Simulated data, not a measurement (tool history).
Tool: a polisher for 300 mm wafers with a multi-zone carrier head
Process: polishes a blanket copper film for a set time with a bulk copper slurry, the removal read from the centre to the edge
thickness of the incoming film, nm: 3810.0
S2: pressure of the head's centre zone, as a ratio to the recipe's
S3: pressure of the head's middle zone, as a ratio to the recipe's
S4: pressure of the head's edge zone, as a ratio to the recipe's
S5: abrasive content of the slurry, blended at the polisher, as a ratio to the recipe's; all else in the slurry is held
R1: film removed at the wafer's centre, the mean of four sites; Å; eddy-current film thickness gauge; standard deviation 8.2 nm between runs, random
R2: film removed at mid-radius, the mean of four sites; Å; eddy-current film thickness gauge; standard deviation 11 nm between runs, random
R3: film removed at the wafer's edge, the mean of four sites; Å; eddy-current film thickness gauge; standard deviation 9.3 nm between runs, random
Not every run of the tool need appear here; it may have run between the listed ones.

{"run": 1, "day": 0.0, "flow of slurry (ml/min)": 190, "S2": 1, "S3": 1, "S4": 1, "S5": 1, "polishing time (s)": 79, "R1": 6241.9, "R2": 6002.9, "R3": 6009.1}
{"run": 2, "day": 0.304, "flow of slurry (ml/min)": 190, "S2": 1, "S3": 1, "S4": 1.04, "S5": 1, "polishing time (s)": 79, "R1": 6140.6, "R2": 6103.5, "R3": 6181.4}
{"run": 3, "day": 0.525, "flow of slurry (ml/min)": 195, "S2": 1.01, "S3": 1.02, "S4": 1.07, "S5": 1.1, "polishing time (s)": 81, "R1": 6796.5, "R2": 6652, "R3": 6690.6}
{"run": 4, "day": 0.75, "flow of slurry (ml/min)": 165, "S2": 1.01, "S3": 1.02, "S4": 1.07, "S5": 1.1, "polishing time (s)": 81, "R1": 6484.7, "R2": 6321.7, "R3": 6621.4}
{"run": 5, "day": 0.875, "flow of slurry (ml/min)": 170, "S2": 1, "S3": 1.05, "S4": 1.09, "S5": 1.2, "polishing time (s)": 82, "R1": 6712.6, "R2": 6818.9, "R3": 6780.1}
{"run": 6, "day": 1.092, "flow of slurry (ml/min)": 175, "S2": 0.99, "S3": 1.05, "S4": 1.11, "S5": 1.25, "polishing time (s)": 84, "R1": 7045.1, "R2": 7061.7, "R3": 7189}

The next listed run, before its measurement:
{"run": 7, "day": 1.179, "flow of slurry (ml/min)": 185, "S2": 0.97, "S3": 1.06, "S4": 1.13, "S5": 1.3, "polishing time (s)": 85, "R1": "?", "R2": "?", "R3": "?"}

{"run 7": {"R1": 7133.8, "R2": 7374.2, "R3": 7594.4}}
